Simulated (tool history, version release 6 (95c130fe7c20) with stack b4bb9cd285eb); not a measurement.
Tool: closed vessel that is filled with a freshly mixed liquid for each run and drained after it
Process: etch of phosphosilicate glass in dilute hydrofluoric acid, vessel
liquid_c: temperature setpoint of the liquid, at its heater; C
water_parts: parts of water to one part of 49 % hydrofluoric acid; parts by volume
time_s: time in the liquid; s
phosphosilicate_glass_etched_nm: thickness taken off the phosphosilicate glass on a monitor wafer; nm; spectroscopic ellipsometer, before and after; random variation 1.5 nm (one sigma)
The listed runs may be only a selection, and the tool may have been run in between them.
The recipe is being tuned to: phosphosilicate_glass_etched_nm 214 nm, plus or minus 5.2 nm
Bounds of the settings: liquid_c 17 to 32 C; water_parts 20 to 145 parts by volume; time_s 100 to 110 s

| run | day | liquid_c | water_parts | time_s | phosphosilicate_glass_etched_nm |
|---|---|---|---|---|---|
| 1 | 0 | 24 | 80 | 100 | 105.43 |
| 2 | 0.254 | 24 | 100 | 100 | 81.103 |
| 3 | 0.521 | 26.5 | 85 | 100 | 106.99 |
| 4 | 0.771 | 23.5 | 85 | 100 | 95.688 |
| 5 | 0.821 | 23.5 | 85 | 100 | 94.563 |
| 6 | 0.967 | 23.5 | 85 | 100 | 95.025 |
| 7 | 1.142 | 26 | 75 | 100 | 122.06 |
| 8 | 1.225 | 28 | 65 | 100 | 153.78 |
| 9 | 1.288 | 29 | 60 | 100 | 175.43 |
| 10 | 1.342 | 30 | 60 | 100 | 182.72 |
| 11 | 1.662 | 30.5 | 60 | 100 | 186.98 |
| 12 | 1.812 | 31 | 60 | 100 | 189.37 |
| 13 | 1.904 | 31.5 | 60 | 100 | 195.06 |
| 14 | 2.017 | 31.5 | 60 | 100 | 191.17 |

Consider the 4 candidate settings below. Which is the only one whose results all fall within their allowed miss of target?
| A | 2.129 | 31.5 | 55 | 110 | ? |
| B | 2.129 | 30.5 | 55 | 105 | ? |
| C | 2.129 | 31 | 55 | 110 | ? |
| D | 2.129 | 29 | 50 | 105 | ? |

| move | phosphosilicate_glass_etched_nm |
|---|---|
| A | 233.42 |
| B | 214.35 |
| C | 228.95 |
| D | 224.01 |
A: pushes the last run's worst result past its target
B: every result lands within tolerance
C: pushes the last run's worst result past its target
D: pushes the last run's worst result past its target
Go with B: it meets all targets.
